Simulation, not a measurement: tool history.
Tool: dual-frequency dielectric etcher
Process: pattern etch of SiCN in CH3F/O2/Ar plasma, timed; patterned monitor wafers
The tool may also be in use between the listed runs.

run,day,source power (W),bias power (W),etch time (s),mean etch depth across the wafer (nm)
1,0,510,85,109,45.984
2,0.117,520,85,109,46.466
3,0.342,530,85,109,46.854
4,0.658,470,85,109,44.567
5,0.896,430,85,109,43.13
6,1.229,430,85,109,43.25
7,1.492,470,85,109,44.873
8,1.742,490,85,109,45.312
9,1.921,510,85,109,46.063
# day 2.096: wet clean of the chamber
10,2.096,520,85,109,44.538
11,2.188,540,89,109,45.787

Run 12 comes next. What will it give?
12,2.275,560,88,109,?

Run 12 came out at mean etch depth across the wafer (nm) 46.323.
